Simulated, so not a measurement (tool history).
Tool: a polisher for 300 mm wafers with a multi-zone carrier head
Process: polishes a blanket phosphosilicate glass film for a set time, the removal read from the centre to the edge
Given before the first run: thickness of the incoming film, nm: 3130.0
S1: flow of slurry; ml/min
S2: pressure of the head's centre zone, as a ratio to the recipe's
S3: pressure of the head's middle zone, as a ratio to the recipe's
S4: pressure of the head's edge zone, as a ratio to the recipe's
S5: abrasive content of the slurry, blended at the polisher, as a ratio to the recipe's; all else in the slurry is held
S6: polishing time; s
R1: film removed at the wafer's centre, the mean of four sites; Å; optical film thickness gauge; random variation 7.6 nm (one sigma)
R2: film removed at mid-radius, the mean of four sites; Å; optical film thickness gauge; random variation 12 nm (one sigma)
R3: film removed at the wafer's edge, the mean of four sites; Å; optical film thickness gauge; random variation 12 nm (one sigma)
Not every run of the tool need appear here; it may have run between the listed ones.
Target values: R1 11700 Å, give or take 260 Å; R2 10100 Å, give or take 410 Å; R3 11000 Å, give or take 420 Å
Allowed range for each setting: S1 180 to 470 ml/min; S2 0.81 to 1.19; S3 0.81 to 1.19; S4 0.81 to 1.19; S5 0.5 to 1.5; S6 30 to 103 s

run,hour,S1,S2,S3,S4,S5,S6,R1,R2,R3
1,0,300,1,1,1,1,66,6598.5,6541.2,6355.9
2,4.6,300,1.01,1,1.02,1.05,68,7026.6,6896.6,6891.6
3,8.7,300,1.04,1,1.02,1.05,68,7249.1,6941.6,6851.6
4,12,305,1.06,1,1.04,1.1,69,7590.2,7325.4,7081
5,20.6,300,1.07,0.98,1.05,1.15,71,8014.3,7568.6,7557.1
6,24.8,300,1.07,0.98,1.05,1.15,79,8997.3,8442.6,8318.7
7,31,300,1.08,0.97,1.07,1.2,80,9357.2,8383.9,8786.2
8,32.4,305,1.09,0.97,1.08,1.25,80,9661.6,8565.7,9040.8
9,36.6,305,1.09,0.97,1.08,1.25,80,9613.2,8716.1,9043.7
# hour 43.7: edge zone pressure recalibrated
10,43.7,335,1.15,0.98,1.18,1.5,82,11340,9728,10789

4 next moves are on the table. One of them brings every result within its allowed miss. Which?
A,50.8,325,1.17,1.16,1.03,1.4,86,?,?,?
B,50.8,350,1.19,1.02,1.09,1.5,82,?,?,?
C,50.8,280,1.14,0.86,1.19,1.5,84,?,?,?
D,50.8,210,1.17,1.01,1.15,1.35,90,?,?,?

move,R1,R2,R3
A,11642,11524,10085
B,11636,10150,10208
C,11235,8891.3,10847
D,11618,10257,10780
A: the furthest-off result lands on target, but another misses its tolerance
B: the furthest-off result lands on target, but another misses its tolerance
C: moves away from the targets compared with the last run
D: all results land within tolerance of their targets
D meets every target.

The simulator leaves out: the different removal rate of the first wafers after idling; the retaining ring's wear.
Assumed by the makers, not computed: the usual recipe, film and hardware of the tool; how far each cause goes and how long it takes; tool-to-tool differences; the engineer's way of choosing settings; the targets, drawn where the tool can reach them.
